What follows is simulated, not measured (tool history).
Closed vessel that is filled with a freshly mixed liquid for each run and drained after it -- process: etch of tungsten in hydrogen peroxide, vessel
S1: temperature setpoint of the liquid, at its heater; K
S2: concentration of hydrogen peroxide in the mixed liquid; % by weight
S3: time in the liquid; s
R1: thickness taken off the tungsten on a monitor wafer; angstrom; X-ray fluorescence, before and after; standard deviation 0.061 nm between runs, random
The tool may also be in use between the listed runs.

run,hour,S1,S2,S3,R1
1,0,317.15,16,30,272
2,7.4,316.15,16,30,254.43
3,16.3,315.15,16,30,239.36
4,20.8,315.15,16,30,237.95
5,23,314.15,16,30,223.58
6,30.6,314.15,16,30,224.64
7,39.5,313.65,16,30,216.32

Estimate the outcome of run 8 from the log above:
8,45.8,309.15,16,30,?

R1: 160.09 angstrom
